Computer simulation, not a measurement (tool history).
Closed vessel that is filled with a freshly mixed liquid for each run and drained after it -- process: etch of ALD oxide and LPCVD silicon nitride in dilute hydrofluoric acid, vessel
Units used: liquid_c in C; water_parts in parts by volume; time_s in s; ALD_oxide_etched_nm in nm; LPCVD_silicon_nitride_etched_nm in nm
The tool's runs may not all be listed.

run	hour	liquid_c	water_parts	time_s	ALD_oxide_etched_nm	LPCVD_silicon_nitride_etched_nm
1	0.0	24.0	40	60	20.634	0.82500
2	3.1	25.0	40	60	21.468	0.86773
3	8.1	25.5	40	60	21.952	0.83047
4	15.7	26.0	40	60	22.363	0.95834
5	22.9	26.0	40	50	18.721	0.80396
6	25.9	26.5	40	50	19.153	0.78712
# hour 28.6: hydrofluoric acid flow meter replaced
7	28.6	30.5	25	65	44.838	2.03750

Run 8, settings as shown, results not yet in. Your forecast:
8	29.8	31.5	25	65	?	?

ALD_oxide_etched_nm: 46.574 nm
LPCVD_silicon_nitride_etched_nm: 2.34350 nm
